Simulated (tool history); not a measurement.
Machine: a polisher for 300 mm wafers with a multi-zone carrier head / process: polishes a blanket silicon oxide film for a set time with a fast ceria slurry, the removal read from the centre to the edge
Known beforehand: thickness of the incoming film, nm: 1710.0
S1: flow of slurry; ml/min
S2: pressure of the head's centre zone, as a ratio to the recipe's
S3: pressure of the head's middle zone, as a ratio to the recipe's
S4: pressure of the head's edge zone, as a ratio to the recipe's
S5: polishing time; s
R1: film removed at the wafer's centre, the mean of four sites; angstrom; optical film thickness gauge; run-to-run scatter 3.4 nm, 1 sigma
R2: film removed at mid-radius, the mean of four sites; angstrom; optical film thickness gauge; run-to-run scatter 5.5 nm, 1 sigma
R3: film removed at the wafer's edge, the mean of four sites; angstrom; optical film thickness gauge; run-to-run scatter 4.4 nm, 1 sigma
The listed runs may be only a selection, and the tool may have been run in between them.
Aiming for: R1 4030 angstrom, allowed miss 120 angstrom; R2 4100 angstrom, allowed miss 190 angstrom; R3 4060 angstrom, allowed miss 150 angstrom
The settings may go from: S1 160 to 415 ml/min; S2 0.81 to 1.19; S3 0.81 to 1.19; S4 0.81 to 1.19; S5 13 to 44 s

| run | hour | S1 | S2 | S3 | S4 | S5 | R1 | R2 | R3 |
|---|---|---|---|---|---|---|---|---|---|
| 1 | 0 | 265 | 1 | 1 | 1 | 28 | 5159.4 | 5180.8 | 5193.1 |
| 2 | 0.9 | 265 | 1.07 | 1 | 1 | 28 | 5548.9 | 5201.6 | 5218.7 |
| 3 | 7.7 | 265 | 1.07 | 1 | 1 | 23 | 4518.3 | 4191.1 | 4176.7 |
| 4 | 8.5 | 260 | 1.06 | 1 | 1 | 23 | 4435.1 | 4206.5 | 4247.3 |
| 5 | 16.5 | 255 | 1.05 | 1 | 0.99 | 23 | 4462.3 | 4185.6 | 4218.9 |
| 6 | 20 | 255 | 1.04 | 1 | 0.99 | 23 | 4441.5 | 4098 | 4261 |
| 7 | 26.6 | 260 | 1.03 | 1.01 | 0.99 | 23 | 4394.5 | 4383.7 | 4178.2 |
| 8 | 33.5 | 255 | 1.02 | 1.01 | 0.99 | 23 | 4273 | 4268.4 | 4146.5 |

Which single option among these 4 for the next run brings every result within its allowed miss of target? Just one does.
| A | 40.4 | 275 | 0.94 | 0.96 | 0.89 | 23 | ? | ? | ? |
| B | 40.4 | 245 | 1.04 | 0.95 | 1 | 23 | ? | ? | ? |
| C | 40.4 | 225 | 1.05 | 0.87 | 1.08 | 24 | ? | ? | ? |
| D | 40.4 | 265 | 1.03 | 0.99 | 0.93 | 24 | ? | ? | ? |

| move | R1 | R2 | R3 |
|---|---|---|---|
| A | 3980.5 | 4176.4 | 3990.2 |
| B | 4330.6 | 4092.2 | 4157.6 |
| C | 4513.7 | 3939.2 | 4465 |
| D | 4516.7 | 4452.5 | 4227.5 |
A: hits every target within its allowed miss
B: further off than the last run
C: further off than the last run
D: further off than the last run
So the answer is move A, the one that meets all the targets.

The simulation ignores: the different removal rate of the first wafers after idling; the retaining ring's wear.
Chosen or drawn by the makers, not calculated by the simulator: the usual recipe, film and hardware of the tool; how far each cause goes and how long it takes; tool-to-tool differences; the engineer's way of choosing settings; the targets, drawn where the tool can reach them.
